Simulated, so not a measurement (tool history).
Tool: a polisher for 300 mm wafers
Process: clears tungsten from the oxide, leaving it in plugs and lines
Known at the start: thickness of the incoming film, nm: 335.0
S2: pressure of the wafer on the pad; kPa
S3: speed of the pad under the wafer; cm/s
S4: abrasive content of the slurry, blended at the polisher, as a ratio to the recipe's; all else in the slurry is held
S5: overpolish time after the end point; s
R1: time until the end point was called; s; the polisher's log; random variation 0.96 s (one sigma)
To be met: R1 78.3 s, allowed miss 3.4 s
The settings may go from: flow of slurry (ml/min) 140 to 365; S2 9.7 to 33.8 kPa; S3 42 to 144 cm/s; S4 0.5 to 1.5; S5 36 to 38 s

{"run": 1, "hour": 0.0, "flow of slurry (ml/min)": 235, "S2": 21.4, "S3": 92, "S4": 1, "S5": 36, "R1": 109.82}
{"run": 2, "hour": 6.3, "flow of slurry (ml/min)": 235, "S2": 15.9, "S3": 92, "S4": 1, "S5": 36, "R1": 136.61}
{"run": 3, "hour": 12.6, "flow of slurry (ml/min)": 235, "S2": 17.2, "S3": 92, "S4": 1, "S5": 36, "R1": 127.86}
{"run": 4, "hour": 18.6, "flow of slurry (ml/min)": 235, "S2": 18.6, "S3": 92, "S4": 1, "S5": 36, "R1": 121.22}
{"run": 5, "hour": 25.6, "flow of slurry (ml/min)": 235, "S2": 20, "S3": 92, "S4": 1, "S5": 36, "R1": 117.3}
{"run": 6, "hour": 33.7, "flow of slurry (ml/min)": 235, "S2": 17.9, "S3": 92, "S4": 1, "S5": 36, "R1": 126.09}
{"run": 7, "hour": 34.4, "flow of slurry (ml/min)": 235, "S2": 19.3, "S3": 92, "S4": 1, "S5": 36, "R1": 118.56}
{"run": 8, "hour": 35.8, "flow of slurry (ml/min)": 235, "S2": 20.7, "S3": 92, "S4": 1, "S5": 36, "R1": 111.84}
{"run": 9, "hour": 39.7, "flow of slurry (ml/min)": 235, "S2": 21.4, "S3": 92, "S4": 1, "S5": 36, "R1": 111.36}
{"run": 10, "hour": 48.4, "flow of slurry (ml/min)": 235, "S2": 27.6, "S3": 96, "S4": 1, "S5": 36, "R1": 85.095}
{"run": 11, "hour": 50.1, "flow of slurry (ml/min)": 235, "S2": 29, "S3": 96, "S4": 1, "S5": 36, "R1": 82.934}

4 next moves are on the table. One of them brings every result within its allowed miss. Which?
{"run": "A", "hour": 51.8, "flow of slurry (ml/min)": 265, "S2": 30.3, "S3": 80, "S4": 1.3, "S5": 37, "R1": "?"}
{"run": "B", "hour": 51.8, "flow of slurry (ml/min)": 270, "S2": 31.7, "S3": 92, "S4": 0.75, "S5": 38, "R1": "?"}
{"run": "C", "hour": 51.8, "flow of slurry (ml/min)": 245, "S2": 30.3, "S3": 98, "S4": 1, "S5": 36, "R1": "?"}
{"run": "D", "hour": 51.8, "flow of slurry (ml/min)": 245, "S2": 33.8, "S3": 118, "S4": 0.65, "S5": 38, "R1": "?"}

move=A R1=85.784
move=B R1=86.426
move=C R1=77.314
move=D R1=68.53
A: further off than the last run
B: further off than the last run
C: meets every target
D: takes the result that was furthest off past its target
Answer: C
